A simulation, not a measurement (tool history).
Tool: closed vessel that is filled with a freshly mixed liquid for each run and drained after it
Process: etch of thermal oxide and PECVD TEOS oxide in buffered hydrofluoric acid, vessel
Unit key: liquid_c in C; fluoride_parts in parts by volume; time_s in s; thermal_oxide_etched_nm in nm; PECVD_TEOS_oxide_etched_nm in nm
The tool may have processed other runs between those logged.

Run 1, hour 0.0: liquid_c 21.0 C, fluoride_parts 21.0 parts by volume, time_s 80 s. Result: thermal_oxide_etched_nm 36.905 nm, PECVD_TEOS_oxide_etched_nm 43.742 nm.
Run 2, hour 6.2: liquid_c 21.0 C, fluoride_parts 16.0 parts by volume, time_s 80 s. Result: thermal_oxide_etched_nm 47.809 nm, PECVD_TEOS_oxide_etched_nm 56.708 nm.
Run 3, hour 14.0: liquid_c 21.5 C, fluoride_parts 16.0 parts by volume, time_s 80 s. Result: thermal_oxide_etched_nm 49.449 nm, PECVD_TEOS_oxide_etched_nm 58.349 nm.
Run 4, hour 19.8: liquid_c 21.5 C, fluoride_parts 16.0 parts by volume, time_s 100 s. Result: thermal_oxide_etched_nm 61.939 nm, PECVD_TEOS_oxide_etched_nm 73.303 nm.
Run 5, hour 27.8: liquid_c 24.0 C, fluoride_parts 16.0 parts by volume, time_s 100 s. Result: thermal_oxide_etched_nm 70.216 nm, PECVD_TEOS_oxide_etched_nm 83.698 nm.
Run 6, hour 29.8: liquid_c 23.0 C, fluoride_parts 16.0 parts by volume, time_s 100 s. Result: thermal_oxide_etched_nm 66.930 nm, PECVD_TEOS_oxide_etched_nm 79.934 nm.
Run 7, hour 32.6: liquid_c 22.0 C, fluoride_parts 16.0 parts by volume, time_s 100 s. Result: thermal_oxide_etched_nm 61.964 nm, PECVD_TEOS_oxide_etched_nm 74.861 nm.
Run 8, hour 40.1: liquid_c 21.5 C, fluoride_parts 16.0 parts by volume, time_s 100 s. Result: thermal_oxide_etched_nm 60.331 nm, PECVD_TEOS_oxide_etched_nm 73.030 nm.

What will run 9 give?
Run 9, hour 41.7: liquid_c 21.0 C, fluoride_parts 16.5 parts by volume, time_s 100 s. Result: thermal_oxide_etched_nm ?, PECVD_TEOS_oxide_etched_nm ?.

{"run 9": {"thermal_oxide_etched_nm": 57.982, "PECVD_TEOS_oxide_etched_nm": 68.895}}
